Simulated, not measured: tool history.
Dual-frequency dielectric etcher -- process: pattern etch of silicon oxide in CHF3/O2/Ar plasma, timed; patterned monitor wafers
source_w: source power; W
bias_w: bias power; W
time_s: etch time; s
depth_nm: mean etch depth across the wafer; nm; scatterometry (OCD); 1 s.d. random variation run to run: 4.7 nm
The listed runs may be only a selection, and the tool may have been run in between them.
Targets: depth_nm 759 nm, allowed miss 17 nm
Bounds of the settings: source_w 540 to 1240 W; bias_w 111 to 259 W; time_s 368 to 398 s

run 1 hour=0 | source_w=890 bias_w=185 time_s=398 | depth_nm=951.01
run 2 hour=2.5 | source_w=890 bias_w=185 time_s=368 | depth_nm=880.22
run 3 hour=10.7 | source_w=770 bias_w=185 time_s=368 | depth_nm=838.41
run 4 hour=14.1 | source_w=720 bias_w=182 time_s=368 | depth_nm=814.13
run 5 hour=17.5 | source_w=720 bias_w=182 time_s=398 | depth_nm=879.29
run 6 hour=24.1 | source_w=680 bias_w=170 time_s=394.5 | depth_nm=832.55
run 7 hour=27.2 | source_w=540 bias_w=153 time_s=390.5 | depth_nm=734.09
run 8 hour=28.2 | source_w=560 bias_w=154 time_s=390.5 | depth_nm=740.19

Which one of the following 4 next-run settings gets every result inside its allowed miss? There is exactly one.
run A hour=29.2 | source_w=720 bias_w=122 time_s=380 | depth_nm=?
run B hour=29.2 | source_w=610 bias_w=166 time_s=375.5 | depth_nm=?
run C hour=29.2 | source_w=540 bias_w=140 time_s=390 | depth_nm=?
run D hour=29.2 | source_w=540 bias_w=152 time_s=385 | depth_nm=?

move=A depth_nm=719.79
move=B depth_nm=748.7
move=C depth_nm=697.25
move=D depth_nm=709.9
A: further off than the last run
B: all results land within tolerance of their targets
C: further off than the last run
D: further off than the last run
The right move is B.

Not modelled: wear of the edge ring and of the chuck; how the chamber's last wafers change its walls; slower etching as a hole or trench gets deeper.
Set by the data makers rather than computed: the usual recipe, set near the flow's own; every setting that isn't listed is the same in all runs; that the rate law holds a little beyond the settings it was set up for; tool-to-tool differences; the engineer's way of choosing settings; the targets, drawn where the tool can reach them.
